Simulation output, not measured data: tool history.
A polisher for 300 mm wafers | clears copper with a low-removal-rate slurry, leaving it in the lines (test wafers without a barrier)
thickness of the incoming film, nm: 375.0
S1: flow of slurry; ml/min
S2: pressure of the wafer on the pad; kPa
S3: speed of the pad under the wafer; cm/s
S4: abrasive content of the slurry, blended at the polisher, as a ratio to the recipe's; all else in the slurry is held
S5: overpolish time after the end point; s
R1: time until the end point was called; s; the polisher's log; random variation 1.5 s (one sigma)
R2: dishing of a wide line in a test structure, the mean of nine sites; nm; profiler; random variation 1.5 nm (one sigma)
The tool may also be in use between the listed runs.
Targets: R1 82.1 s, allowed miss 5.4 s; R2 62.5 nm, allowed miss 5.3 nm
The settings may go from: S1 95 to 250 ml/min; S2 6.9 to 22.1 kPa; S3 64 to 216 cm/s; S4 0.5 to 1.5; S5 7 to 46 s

run	hour	S1	S2	S3	S4	S5	R1	R2
1	0	160	14.5	140	1	24	138	48.898
2	5.9	160	14.5	140	1	29	135.98	57.299
3	12.3	160	16.5	142	1	26	122.28	57.549
4	17.7	160	15.2	142	1	26	126.19	57.641
# hour 26.5: head pressure recalibrated
5	26.5	160	17.2	144	1	23	110.2	57.072
6	29.8	160	15.2	144	1	23	119.52	54.864
7	38.4	165	19.3	158	1	19	92.684	58.246
8	41.5	165	20	160	1	19	90.037	60.632

Which of these 4 next moves meets every target?
A	44.6	165	16.5	158	1	28	?	?
B	44.6	165	19.3	178	1	19	?	?
C	44.6	150	20	154	1	19	?	?
D	44.6	175	20.7	152	0.9	22	?	?

move	R1	R2
A	100.69	71.987
B	81.891	63.742
C	91.691	58.596
D	89.408	66.829
A: further off than the last run
B: meets every target
C: further off than the last run
D: nearer than the last run, and not there yet
Move B is the one to make.
